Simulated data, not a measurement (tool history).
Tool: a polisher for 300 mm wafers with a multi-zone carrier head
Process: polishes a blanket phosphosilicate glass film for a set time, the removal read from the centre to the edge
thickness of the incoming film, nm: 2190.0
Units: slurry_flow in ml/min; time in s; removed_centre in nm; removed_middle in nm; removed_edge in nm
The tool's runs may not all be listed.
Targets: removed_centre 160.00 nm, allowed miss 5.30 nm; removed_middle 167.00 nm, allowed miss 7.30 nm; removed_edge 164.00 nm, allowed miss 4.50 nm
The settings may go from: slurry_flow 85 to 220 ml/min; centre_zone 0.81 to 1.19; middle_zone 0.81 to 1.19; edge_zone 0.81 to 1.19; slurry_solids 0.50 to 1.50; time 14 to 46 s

| run | hour | slurry_flow | centre_zone | middle_zone | edge_zone | slurry_solids | time | removed_centre | removed_middle | removed_edge |
|---|---|---|---|---|---|---|---|---|---|---|
| 1 | 0.0 | 140 | 1.00 | 1.00 | 1.00 | 1.00 | 30 | 231.55 | 229.28 | 233.93 |
| 2 | 5.1 | 135 | 0.98 | 0.99 | 0.97 | 0.90 | 30 | 206.81 | 213.26 | 218.75 |
| 3 | 13.1 | 135 | 0.98 | 0.99 | 0.97 | 0.90 | 35 | 243.68 | 246.48 | 252.42 |
| 4 | 13.8 | 135 | 0.98 | 0.99 | 0.94 | 0.80 | 34 | 215.89 | 220.72 | 229.62 |
| 5 | 15.6 | 135 | 0.98 | 0.99 | 0.94 | 0.65 | 34 | 190.73 | 189.15 | 198.36 |
| 6 | 23.6 | 130 | 0.98 | 1.01 | 0.92 | 0.60 | 34 | 178.05 | 184.99 | 180.62 |
| 7 | 28.3 | 120 | 0.98 | 1.00 | 0.91 | 0.60 | 34 | 172.89 | 183.17 | 179.06 |
| 8 | 33.5 | 115 | 0.99 | 0.99 | 0.90 | 0.60 | 34 | 173.90 | 177.07 | 175.85 |
| 9 | 35.0 | 110 | 0.99 | 0.99 | 0.90 | 0.60 | 34 | 170.81 | 173.65 | 172.30 |
| 10 | 39.0 | 105 | 0.99 | 0.99 | 0.90 | 0.60 | 34 | 167.94 | 173.54 | 169.99 |
| 11 | 45.4 | 100 | 0.99 | 0.99 | 0.90 | 0.60 | 34 | 163.98 | 169.77 | 170.03 |
| 12 | 47.7 | 95 | 1.00 | 1.00 | 0.89 | 0.60 | 34 | 163.56 | 173.61 | 164.92 |

Which of these 5 next moves meets every target?
| A | 50.0 | 125 | 1.01 | 1.04 | 0.87 | 0.75 | 28 | ? | ? | ? |
| B | 50.0 | 105 | 1.10 | 1.06 | 0.93 | 0.50 | 37 | ? | ? | ? |
| C | 50.0 | 85 | 1.01 | 1.03 | 0.90 | 0.65 | 32 | ? | ? | ? |
| D | 50.0 | 120 | 0.96 | 1.00 | 0.94 | 0.60 | 33 | ? | ? | ? |
| E | 50.0 | 85 | 0.97 | 1.13 | 0.87 | 0.65 | 33 | ? | ? | ? |

| move | removed_centre | removed_middle | removed_edge |
|---|---|---|---|
| A | 175.83 | 177.78 | 168.33 |
| B | 173.32 | 164.36 | 160.02 |
| C | 160.35 | 163.47 | 163.97 |
| D | 164.75 | 169.90 | 172.88 |
| E | 158.88 | 182.51 | 166.28 |
A: further off than the last run
B: brings the result that was furthest off to its target, and leaves another outside
C: meets every target
D: brings the result that was furthest off to its target, and leaves another outside
E: further off than the last run
The right move is C.

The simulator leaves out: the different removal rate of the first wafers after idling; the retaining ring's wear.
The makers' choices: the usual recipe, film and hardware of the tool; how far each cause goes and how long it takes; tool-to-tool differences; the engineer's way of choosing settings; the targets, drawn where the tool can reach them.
